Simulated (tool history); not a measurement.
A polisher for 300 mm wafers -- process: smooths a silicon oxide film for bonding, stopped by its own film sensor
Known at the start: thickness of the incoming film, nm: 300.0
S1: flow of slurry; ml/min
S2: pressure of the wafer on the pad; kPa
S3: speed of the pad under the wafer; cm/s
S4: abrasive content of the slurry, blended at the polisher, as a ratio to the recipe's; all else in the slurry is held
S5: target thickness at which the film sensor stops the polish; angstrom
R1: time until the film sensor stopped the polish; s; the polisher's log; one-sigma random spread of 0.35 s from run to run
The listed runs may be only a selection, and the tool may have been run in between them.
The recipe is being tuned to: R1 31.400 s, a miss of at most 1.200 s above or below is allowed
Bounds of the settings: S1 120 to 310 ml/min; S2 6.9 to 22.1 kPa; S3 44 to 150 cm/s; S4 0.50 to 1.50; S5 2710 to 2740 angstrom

{"run": 1, "day": 0.0, "S1": 200, "S2": 14.5, "S3": 96, "S4": 1.0, "S5": 2710, "R1": 41.474}
{"run": 2, "day": 0.171, "S1": 200, "S2": 12.4, "S3": 96, "S4": 1.0, "S5": 2710, "R1": 45.326}
{"run": 3, "day": 0.212, "S1": 200, "S2": 13.8, "S3": 98, "S4": 1.0, "S5": 2710, "R1": 41.706}
{"run": 4, "day": 0.254, "S1": 200, "S2": 13.8, "S3": 86, "S4": 1.0, "S5": 2710, "R1": 46.717}
{"run": 5, "day": 0.538, "S1": 200, "S2": 13.8, "S3": 64, "S4": 1.0, "S5": 2710, "R1": 57.783}
{"run": 6, "day": 0.892, "S1": 200, "S2": 13.8, "S3": 64, "S4": 1.15, "S5": 2710, "R1": 53.905}
{"run": 7, "day": 1.042, "S1": 200, "S2": 15.9, "S3": 66, "S4": 1.15, "S5": 2710, "R1": 46.539}
{"run": 8, "day": 1.346, "S1": 200, "S2": 17.2, "S3": 66, "S4": 1.15, "S5": 2710, "R1": 45.874}

Exactly one of the 4 candidate moves below puts every result within its allowed miss. Which one?
{"run": "A", "day": 1.65, "S1": 245, "S2": 17.9, "S3": 82, "S4": 1.2, "S5": 2740, "R1": "?"}
{"run": "B", "day": 1.65, "S1": 210, "S2": 20.0, "S3": 90, "S4": 1.15, "S5": 2740, "R1": "?"}
{"run": "C", "day": 1.65, "S1": 210, "S2": 16.5, "S3": 60, "S4": 1.05, "S5": 2720, "R1": "?"}
{"run": "D", "day": 1.65, "S1": 205, "S2": 17.9, "S3": 68, "S4": 1.35, "S5": 2740, "R1": "?"}

move=A R1=31.339
move=B R1=27.892
move=C R1=50.342
move=D R1=34.879
A: every result within its allowed miss
B: the result that was furthest off in the last run now lies on the other side of its target
C: moves away from the targets compared with the last run
D: better than the last run, though not everything is in spec
Go with A: it meets all targets.
